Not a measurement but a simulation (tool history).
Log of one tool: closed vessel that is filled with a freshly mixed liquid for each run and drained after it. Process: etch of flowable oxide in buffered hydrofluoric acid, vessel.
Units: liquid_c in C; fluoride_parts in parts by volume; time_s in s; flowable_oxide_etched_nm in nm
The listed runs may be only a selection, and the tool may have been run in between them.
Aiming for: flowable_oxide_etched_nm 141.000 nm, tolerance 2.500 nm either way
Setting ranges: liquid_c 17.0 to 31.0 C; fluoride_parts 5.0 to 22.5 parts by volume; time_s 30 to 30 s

run,hour,liquid_c,fluoride_parts,time_s,flowable_oxide_etched_nm
1,0.0,23.0,13.5,30,54.785
2,0.7,24.0,12.5,30,62.825
3,8.9,25.0,12.0,30,69.041
4,16.5,25.0,9.0,30,87.794
5,21.5,25.0,11.5,30,71.855
6,26.2,25.0,13.5,30,61.113
7,31.0,25.5,13.0,30,64.973
8,36.0,26.0,12.5,30,70.035
9,37.2,26.5,12.0,30,74.539
10,39.3,27.0,11.5,30,80.043
11,44.7,27.5,11.0,30,85.796
12,47.4,28.0,10.5,30,91.995
13,55.7,28.5,10.0,30,99.104
14,63.4,29.0,9.5,30,105.150

Which single option among these 4 for the next run brings every result within its allowed miss of target? Just one does.
A,71.1,30.5,9.0,30,?
B,71.1,25.0,5.0,30,?
C,71.1,31.0,6.5,30,?
D,71.1,25.0,5.5,30,?

move,flowable_oxide_etched_nm
A,117.070
B,152.920
C,168.110
D,141.090
A: moves toward the targets from the last run without getting all of them in spec
B: takes the result that was furthest off past its target
C: takes the result that was furthest off past its target
D: all results land within tolerance of their targets
Answer: D
